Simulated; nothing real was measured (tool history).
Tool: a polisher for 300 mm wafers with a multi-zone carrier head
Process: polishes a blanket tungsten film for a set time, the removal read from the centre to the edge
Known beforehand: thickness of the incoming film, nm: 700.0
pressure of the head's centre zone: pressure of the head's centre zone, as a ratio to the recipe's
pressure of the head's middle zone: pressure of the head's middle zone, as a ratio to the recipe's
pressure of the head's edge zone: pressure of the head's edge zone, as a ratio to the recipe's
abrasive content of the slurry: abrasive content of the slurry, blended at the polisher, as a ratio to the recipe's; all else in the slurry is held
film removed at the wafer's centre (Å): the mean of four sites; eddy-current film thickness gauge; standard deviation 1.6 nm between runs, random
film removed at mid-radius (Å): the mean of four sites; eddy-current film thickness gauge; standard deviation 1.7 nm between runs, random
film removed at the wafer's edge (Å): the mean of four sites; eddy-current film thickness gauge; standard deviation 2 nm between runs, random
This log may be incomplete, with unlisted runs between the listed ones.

run	hour	flow of slurry (ml/min)	pressure of the head's centre zone	pressure of the head's middle zone	pressure of the head's edge zone	abrasive content of the slurry	polishing time (s)	film removed at the wafer's centre (Å)	film removed at mid-radius (Å)	film removed at the wafer's edge (Å)
1	0	170	1	1	1	1	56	2925.6	2866.7	2789.8
2	7.1	160	0.95	0.99	0.96	0.85	53	2520.6	2580.1	2536.2
3	9.3	160	0.95	0.92	0.96	0.85	53	2576.5	2439	2573.3
4	17.3	155	0.93	0.95	0.93	0.75	50	2236.5	2264.5	2278.8
5	21.9	155	0.93	0.95	0.93	0.75	63	2867.3	2818.5	2878.3
6	25.6	155	0.99	0.95	0.93	0.75	63	3006	2865.7	2832.4
7	30.7	145	0.96	0.96	0.91	0.7	58	2578	2537.3	2587.1
8	38.1	155	0.94	0.97	0.89	0.65	53	2306.1	2347.6	2231.4
9	39.4	150	0.91	0.97	0.88	0.6	51	2098.6	2134.7	2111.9
10	41.5	145	0.89	0.99	0.86	0.55	50	1959.5	2101.3	2006.6
11	46.5	140	0.88	0.99	0.85	0.55	50	1928.6	2069.1	1981.3
12	52.6	135	0.87	1	0.84	0.55	50	1914.6	2107.9	1951.8
13	56.2	130	0.85	0.99	0.83	0.55	50	1845.1	2067.1	1934.3

What does the tool deliver on the next run?
14	58.8	125	0.84	0.98	0.82	0.55	50	?	?	?

Run 14 came out at film removed at the wafer's centre (Å) 1809.8, film removed at mid-radius (Å) 2034.4, film removed at the wafer's edge (Å) 1955.9.
